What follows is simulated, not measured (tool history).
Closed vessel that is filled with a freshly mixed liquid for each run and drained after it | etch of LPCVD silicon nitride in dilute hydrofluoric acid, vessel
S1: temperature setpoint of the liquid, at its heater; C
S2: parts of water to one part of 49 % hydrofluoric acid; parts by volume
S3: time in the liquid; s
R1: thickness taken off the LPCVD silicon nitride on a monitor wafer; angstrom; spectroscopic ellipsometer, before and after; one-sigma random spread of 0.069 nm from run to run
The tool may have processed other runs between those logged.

Run 1, hour 0.0: S1 21.0 C, S2 50 parts by volume, S3 560 s. Result: R1 41.288 angstrom.
Run 2, hour 1.2: S1 23.0 C, S2 50 parts by volume, S3 560 s. Result: R1 47.103 angstrom.
Run 3, hour 3.9: S1 23.0 C, S2 50 parts by volume, S3 560 s. Result: R1 47.305 angstrom.
Run 4, hour 10.7: S1 24.5 C, S2 50 parts by volume, S3 560 s. Result: R1 51.808 angstrom.
Run 5, hour 19.5: S1 25.5 C, S2 45 parts by volume, S3 560 s. Result: R1 61.593 angstrom.
Run 6, hour 26.5: S1 26.5 C, S2 40 parts by volume, S3 560 s. Result: R1 74.365 angstrom.
Run 7, hour 31.2: S1 27.0 C, S2 40 parts by volume, S3 560 s. Result: R1 76.155 angstrom.
Run 8, hour 33.4: S1 27.5 C, S2 40 parts by volume, S3 560 s. Result: R1 79.564 angstrom.
Run 9, hour 42.0: S1 28.0 C, S2 40 parts by volume, S3 560 s. Result: R1 81.600 angstrom.
Run 10, hour 45.6: S1 28.5 C, S2 40 parts by volume, S3 560 s. Result: R1 84.680 angstrom.
Run 11, hour 49.3: S1 29.0 C, S2 35 parts by volume, S3 560 s. Result: R1 100.400 angstrom.
Run 12, hour 57.2: S1 28.5 C, S2 35 parts by volume, S3 560 s. Result: R1 97.255 angstrom.
Run 13, hour 60.0: S1 29.0 C, S2 35 parts by volume, S3 560 s. Result: R1 100.460 angstrom.
Run 14, hour 61.6: S1 28.5 C, S2 35 parts by volume, S3 560 s. Result: R1 97.014 angstrom.
Run 15, hour 62.4: S1 29.0 C, S2 35 parts by volume, S3 560 s. Result: R1 99.877 angstrom.
Run 16, hour 63.1: S1 28.5 C, S2 35 parts by volume, S3 560 s. Result: R1 96.869 angstrom.
Run 17, hour 65.3: S1 29.0 C, S2 35 parts by volume, S3 560 s. Result: R1 100.520 angstrom.
Run 18, hour 69.6: S1 29.0 C, S2 35 parts by volume, S3 560 s. Result: R1 100.180 angstrom.
Run 19, hour 77.3: S1 29.0 C, S2 35 parts by volume, S3 560 s. Result: R1 99.369 angstrom.
At hour 78.3: hydrofluoric acid flow meter replaced.
Run 20, hour 78.3: S1 29.0 C, S2 30 parts by volume, S3 560 s. Result: R1 126.920 angstrom.
Run 21, hour 82.0: S1 27.5 C, S2 30 parts by volume, S3 560 s. Result: R1 115.040 angstrom.

Run 22, settings as shown, results not yet in. Your forecast:
Run 22, hour 85.6: S1 27.0 C, S2 30 parts by volume, S3 560 s. Result: R1 ?.

Run 22 yielded R1 110.970 angstrom.
